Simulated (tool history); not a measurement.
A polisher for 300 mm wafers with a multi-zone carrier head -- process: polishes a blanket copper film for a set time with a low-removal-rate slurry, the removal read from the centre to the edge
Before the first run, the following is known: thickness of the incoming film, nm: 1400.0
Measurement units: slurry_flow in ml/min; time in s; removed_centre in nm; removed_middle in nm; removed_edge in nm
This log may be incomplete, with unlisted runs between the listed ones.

| run | hour | slurry_flow | centre_zone | middle_zone | edge_zone | slurry_solids | time | removed_centre | removed_middle | removed_edge |
|---|---|---|---|---|---|---|---|---|---|---|
| 1 | 0.0 | 300 | 1.00 | 1.00 | 1.00 | 1.00 | 46 | 114.62 | 117.53 | 111.48 |
| 2 | 6.5 | 300 | 1.00 | 1.00 | 0.92 | 1.00 | 46 | 115.13 | 117.21 | 107.56 |
| 3 | 8.3 | 310 | 1.05 | 1.03 | 0.97 | 1.10 | 46 | 127.49 | 115.41 | 113.66 |
| 4 | 9.9 | 310 | 1.05 | 1.03 | 1.04 | 1.10 | 46 | 123.98 | 119.08 | 117.79 |
| 5 | 17.4 | 315 | 1.06 | 1.08 | 1.00 | 1.15 | 47 | 130.17 | 126.99 | 118.42 |
| 6 | 23.8 | 315 | 1.06 | 1.08 | 1.06 | 1.15 | 47 | 131.28 | 125.74 | 123.12 |
| 7 | 25.0 | 325 | 1.07 | 1.11 | 1.04 | 1.20 | 47 | 134.34 | 130.30 | 121.08 |
| 8 | 32.7 | 330 | 1.09 | 1.13 | 1.05 | 1.25 | 47 | 137.07 | 137.30 | 123.09 |
| 9 | 39.1 | 335 | 1.11 | 1.13 | 1.05 | 1.25 | 47 | 138.93 | 134.02 | 124.06 |
| 10 | 46.4 | 335 | 1.11 | 1.13 | 1.05 | 1.25 | 47 | 142.86 | 131.88 | 123.91 |
|  | 51.7 | worn pad replaced by a new one |
| 11 | 51.7 | 340 | 1.12 | 1.15 | 1.05 | 1.25 | 47 | 154.38 | 147.72 | 132.57 |
| 12 | 60.5 | 325 | 1.12 | 1.15 | 1.04 | 1.25 | 47 | 150.89 | 143.82 | 133.23 |
| 13 | 66.8 | 340 | 1.12 | 1.15 | 1.03 | 1.25 | 47 | 155.00 | 145.66 | 133.48 |
| 14 | 67.8 | 340 | 1.12 | 1.15 | 1.01 | 1.30 | 47 | 156.72 | 149.64 | 131.21 |
| 15 | 76.2 | 335 | 1.12 | 1.14 | 1.00 | 1.30 | 47 | 155.26 | 147.27 | 130.83 |

The next listed run, before its measurement:
| 16 | 82.8 | 340 | 1.11 | 1.13 | 0.99 | 1.30 | 47 | ? | ? | ? |

{"run 16": {"removed_centre": 151.28, "removed_middle": 144.98, "removed_edge": 131.58}}
